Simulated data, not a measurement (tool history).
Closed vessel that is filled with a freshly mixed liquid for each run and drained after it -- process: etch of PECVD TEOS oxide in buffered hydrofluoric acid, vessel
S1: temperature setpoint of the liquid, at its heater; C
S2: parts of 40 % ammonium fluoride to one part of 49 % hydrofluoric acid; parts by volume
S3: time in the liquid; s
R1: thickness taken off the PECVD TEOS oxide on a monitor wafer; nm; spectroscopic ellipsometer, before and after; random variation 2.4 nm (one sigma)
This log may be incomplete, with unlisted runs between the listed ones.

run,hour,S1,S2,S3,R1
1,0.0,21.0,12.0,100,198.51
2,3.5,21.0,10.5,100,226.64
3,5.1,23.5,9.0,100,290.36
4,11.1,25.5,8.0,100,371.69
5,12.9,26.5,8.0,100,389.55
6,15.5,27.5,7.5,100,443.67
7,19.9,28.0,7.5,100,451.53

Predict the results of run 8:
8,28.6,28.5,7.5,100,?

R1: 466.22 nm
